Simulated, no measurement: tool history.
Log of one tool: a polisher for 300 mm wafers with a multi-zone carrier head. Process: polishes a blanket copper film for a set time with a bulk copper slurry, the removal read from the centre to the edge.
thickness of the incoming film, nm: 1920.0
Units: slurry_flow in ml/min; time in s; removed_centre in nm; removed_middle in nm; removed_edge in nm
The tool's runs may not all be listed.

run,day,slurry_flow,centre_zone,middle_zone,edge_zone,slurry_solids,time,removed_centre,removed_middle,removed_edge
1,0.000,270,1.00,1.00,1.00,1.00,70,514.46,507.60,487.85
2,0.171,270,0.92,1.00,1.00,1.00,70,473.41,504.70,496.19
3,0.538,270,0.96,0.99,0.95,0.85,59,400.54,410.11,384.47
4,0.871,295,0.96,0.99,0.95,0.85,59,401.49,416.85,392.53
5,1.171,295,0.96,0.91,0.95,0.85,59,407.23,383.41,386.18
6,1.196,280,0.97,0.91,0.90,0.75,54,358.49,340.59,339.61

Run 7 comes next. What will it give?
7,1.338,340,1.07,1.00,0.81,0.50,35,?,?,?

{"run 7": {"removed_centre": 240.07, "removed_middle": 224.52, "removed_edge": 196.76}}
